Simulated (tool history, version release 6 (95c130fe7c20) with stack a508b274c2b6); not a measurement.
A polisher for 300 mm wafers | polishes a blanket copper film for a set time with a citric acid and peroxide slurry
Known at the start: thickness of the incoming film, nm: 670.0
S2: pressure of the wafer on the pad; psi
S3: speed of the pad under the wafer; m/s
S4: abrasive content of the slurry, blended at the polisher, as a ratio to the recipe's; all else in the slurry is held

Run 1, hour 0: flow of slurry (ml/min) 125, S2 2.2 psi, S3 0.84 m/s, S4 1, polishing time (s) 107. Result: film removed (Å) 1716.
Run 2, hour 7.4: flow of slurry (ml/min) 105, S2 2.2 psi, S3 0.84 m/s, S4 1, polishing time (s) 107. Result: film removed (Å) 1610.6.
Run 3, hour 9.4: flow of slurry (ml/min) 80, S2 2.2 psi, S3 0.84 m/s, S4 1, polishing time (s) 107. Result: film removed (Å) 1528.2.
Run 4, hour 17.1: flow of slurry (ml/min) 80, S2 2.2 psi, S3 1.02 m/s, S4 1, polishing time (s) 107. Result: film removed (Å) 1739.1.
Run 5, hour 24.4: flow of slurry (ml/min) 80, S2 2.2 psi, S3 1.14 m/s, S4 1, polishing time (s) 107. Result: film removed (Å) 1927.6.
Run 6, hour 32.8: flow of slurry (ml/min) 80, S2 2 psi, S3 1.14 m/s, S4 1, polishing time (s) 107. Result: film removed (Å) 1768.3.
Run 7, hour 41.4: flow of slurry (ml/min) 80, S2 2 psi, S3 1.14 m/s, S4 1, polishing time (s) 107. Result: film removed (Å) 1772.1.
Run 8, hour 48.2: flow of slurry (ml/min) 80, S2 1.9 psi, S3 1.14 m/s, S4 1, polishing time (s) 107. Result: film removed (Å) 1706.6.

Forecast run 9:
Run 9, hour 52.9: flow of slurry (ml/min) 80, S2 1.8 psi, S3 1.14 m/s, S4 1, polishing time (s) 107. Result: film removed (Å) ?.

{"run 9": {"film removed (Å)": 1636.5}}

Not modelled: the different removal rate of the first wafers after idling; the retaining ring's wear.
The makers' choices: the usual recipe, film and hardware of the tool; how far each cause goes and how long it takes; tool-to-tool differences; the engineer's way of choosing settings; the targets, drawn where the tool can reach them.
